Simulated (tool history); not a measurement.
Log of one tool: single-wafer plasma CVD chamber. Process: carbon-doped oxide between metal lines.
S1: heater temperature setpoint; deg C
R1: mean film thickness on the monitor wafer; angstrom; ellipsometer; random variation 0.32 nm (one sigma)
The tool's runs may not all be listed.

Run 1, hour 0.0: S1 370 deg C, chamber pressure (Pa) 505, RF power (W) 555, deposition time (s) 28.9. Result: R1 1406.4 angstrom.
Run 2, hour 0.5: S1 370 deg C, chamber pressure (Pa) 505, RF power (W) 555, deposition time (s) 29.8. Result: R1 1456.7 angstrom.
Run 3, hour 6.7: S1 369 deg C, chamber pressure (Pa) 511, RF power (W) 555, deposition time (s) 29.8. Result: R1 1463.8 angstrom.
Run 4, hour 12.0: S1 369 deg C, chamber pressure (Pa) 511, RF power (W) 555, deposition time (s) 28.9. Result: R1 1413.1 angstrom.
At hour 20.8: thermocouple changed; heater temperature recalibrated.
Run 5, hour 20.8: S1 369 deg C, chamber pressure (Pa) 511, RF power (W) 500, deposition time (s) 28.9. Result: R1 1269.2 angstrom.
Run 6, hour 23.7: S1 368 deg C, chamber pressure (Pa) 523, RF power (W) 505, deposition time (s) 28.9. Result: R1 1284.4 angstrom.
Run 7, hour 29.9: S1 368 deg C, chamber pressure (Pa) 524, RF power (W) 515, deposition time (s) 28.9. Result: R1 1311.3 angstrom.

Forecast run 8:
Run 8, hour 32.5: S1 356 deg C, chamber pressure (Pa) 625, RF power (W) 595, deposition time (s) 29.0. Result: R1 ?.

Run 8 gave R1 1596.3 angstrom.
